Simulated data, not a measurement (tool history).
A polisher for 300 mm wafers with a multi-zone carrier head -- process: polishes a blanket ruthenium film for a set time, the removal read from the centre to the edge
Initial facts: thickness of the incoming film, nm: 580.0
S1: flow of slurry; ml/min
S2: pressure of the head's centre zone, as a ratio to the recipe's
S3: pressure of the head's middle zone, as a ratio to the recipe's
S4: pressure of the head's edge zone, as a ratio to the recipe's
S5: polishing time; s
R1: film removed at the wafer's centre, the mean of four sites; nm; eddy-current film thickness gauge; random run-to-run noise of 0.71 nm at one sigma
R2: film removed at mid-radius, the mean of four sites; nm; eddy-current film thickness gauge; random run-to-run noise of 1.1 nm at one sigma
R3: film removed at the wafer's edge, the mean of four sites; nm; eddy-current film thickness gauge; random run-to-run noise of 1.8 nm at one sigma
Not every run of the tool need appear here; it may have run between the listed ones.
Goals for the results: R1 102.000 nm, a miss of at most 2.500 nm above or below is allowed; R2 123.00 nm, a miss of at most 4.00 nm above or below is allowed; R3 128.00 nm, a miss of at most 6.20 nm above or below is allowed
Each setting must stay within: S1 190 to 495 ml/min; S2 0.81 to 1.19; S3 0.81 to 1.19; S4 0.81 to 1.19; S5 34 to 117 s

{"run": 1, "hour": 0.0, "S1": 320, "S2": 1.0, "S3": 1.0, "S4": 1.0, "S5": 75, "R1": 102.86, "R2": 101.3, "R3": 105.72}
{"run": 2, "hour": 5.1, "S1": 325, "S2": 0.97, "S3": 1.03, "S4": 1.05, "S5": 77, "R1": 101.8, "R2": 105.49, "R3": 110.71}
{"run": 3, "hour": 13.0, "S1": 330, "S2": 0.95, "S3": 1.06, "S4": 1.08, "S5": 79, "R1": 102.54, "R2": 111.99, "R3": 118.82}
{"run": 4, "hour": 20.7, "S1": 330, "S2": 0.95, "S3": 1.06, "S4": 1.08, "S5": 86, "R1": 111.74, "R2": 121.61, "R3": 128.67}
{"run": 5, "hour": 24.2, "S1": 330, "S2": 0.95, "S3": 1.06, "S4": 1.0, "S5": 86, "R1": 110.42, "R2": 123.13, "R3": 121.89}
{"run": 6, "hour": 25.3, "S1": 280, "S2": 0.95, "S3": 1.06, "S4": 1.0, "S5": 86, "R1": 110.38, "R2": 118.49, "R3": 121.84}
{"run": 7, "hour": 34.1, "S1": 285, "S2": 0.93, "S3": 1.07, "S4": 1.01, "S5": 86, "R1": 108.0, "R2": 121.34, "R3": 119.12}
{"run": 8, "hour": 38.5, "S1": 295, "S2": 0.91, "S3": 1.07, "S4": 1.04, "S5": 86, "R1": 104.56, "R2": 119.06, "R3": 121.23}
{"run": 9, "hour": 43.1, "S1": 300, "S2": 0.9, "S3": 1.08, "S4": 1.06, "S5": 86, "R1": 105.79, "R2": 124.25, "R3": 124.35}

Of the 5 settings listed for the next run, only one would bring every result within its allowed miss of target. Which one?
{"run": "A", "hour": 47.7, "S1": 315, "S2": 0.92, "S3": 1.0, "S4": 1.12, "S5": 90, "R1": "?", "R2": "?", "R3": "?"}
{"run": "B", "hour": 47.7, "S1": 285, "S2": 0.93, "S3": 1.0, "S4": 1.19, "S5": 87, "R1": "?", "R2": "?", "R3": "?"}
{"run": "C", "hour": 47.7, "S1": 265, "S2": 0.94, "S3": 1.11, "S4": 0.96, "S5": 88, "R1": "?", "R2": "?", "R3": "?"}
{"run": "D", "hour": 47.7, "S1": 190, "S2": 0.87, "S3": 1.09, "S4": 1.1, "S5": 89, "R1": "?", "R2": "?", "R3": "?"}
{"run": "E", "hour": 47.7, "S1": 305, "S2": 0.9, "S3": 1.14, "S4": 0.95, "S5": 82, "R1": "?", "R2": "?", "R3": "?"}

move=A R1=111.700 R2=120.91 R3=134.23
move=B R1=108.310 R2=116.03 R3=133.17
move=C R1=110.170 R2=126.56 R3=120.36
move=D R1=100.070 R2=122.93 R3=127.59
move=E R1=99.384 R2=121.68 R3=112.43
A: further off than the last run
B: further off than the last run
C: further off than the last run
D: all results in spec
E: takes the result that was furthest off past its target
So the answer is move D, the one that meets all the targets.
